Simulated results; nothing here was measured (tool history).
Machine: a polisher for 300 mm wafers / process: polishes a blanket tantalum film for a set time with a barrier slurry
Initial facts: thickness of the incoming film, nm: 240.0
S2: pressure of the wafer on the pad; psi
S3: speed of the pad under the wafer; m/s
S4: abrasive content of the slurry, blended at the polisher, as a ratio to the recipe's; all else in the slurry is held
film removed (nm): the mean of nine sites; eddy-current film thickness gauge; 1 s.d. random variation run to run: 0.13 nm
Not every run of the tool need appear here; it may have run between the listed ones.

{"run": 1, "hour": 0.0, "flow of slurry (ml/min)": 155, "S2": 1.6, "S3": 0.8, "S4": 1, "polishing time (s)": 18, "film removed (nm)": 15.459}
{"run": 2, "hour": 6.9, "flow of slurry (ml/min)": 135, "S2": 1.6, "S3": 0.8, "S4": 1, "polishing time (s)": 18, "film removed (nm)": 15.103}
{"run": 3, "hour": 11.4, "flow of slurry (ml/min)": 165, "S2": 1.6, "S3": 0.8, "S4": 1, "polishing time (s)": 18, "film removed (nm)": 15.605}
{"run": 4, "hour": 17.3, "flow of slurry (ml/min)": 165, "S2": 1.5, "S3": 0.8, "S4": 1, "polishing time (s)": 18, "film removed (nm)": 14.492}
{"run": 5, "hour": 18.0, "flow of slurry (ml/min)": 165, "S2": 1.5, "S3": 0.94, "S4": 1, "polishing time (s)": 18, "film removed (nm)": 17.496}
{"run": 6, "hour": 23.4, "flow of slurry (ml/min)": 185, "S2": 1.5, "S3": 0.94, "S4": 1, "polishing time (s)": 18, "film removed (nm)": 17.574}
{"run": 7, "hour": 30.8, "flow of slurry (ml/min)": 185, "S2": 1.4, "S3": 0.94, "S4": 1, "polishing time (s)": 18, "film removed (nm)": 16.342}
{"run": 8, "hour": 33.4, "flow of slurry (ml/min)": 185, "S2": 1.3, "S3": 0.94, "S4": 1, "polishing time (s)": 18, "film removed (nm)": 15.378}
{"run": 9, "hour": 38.4, "flow of slurry (ml/min)": 185, "S2": 1.2, "S3": 0.94, "S4": 1, "polishing time (s)": 18, "film removed (nm)": 14.519}
{"run": 10, "hour": 39.1, "flow of slurry (ml/min)": 185, "S2": 1.2, "S3": 0.94, "S4": 1, "polishing time (s)": 18, "film removed (nm)": 14.376}

Estimate the outcome of run 11 from the log above:
{"run": 11, "hour": 46.1, "flow of slurry (ml/min)": 175, "S2": 0.7, "S3": 0.92, "S4": 1, "polishing time (s)": 18, "film removed (nm)": "?"}

Run 11 produced film removed (nm) 8.9069.
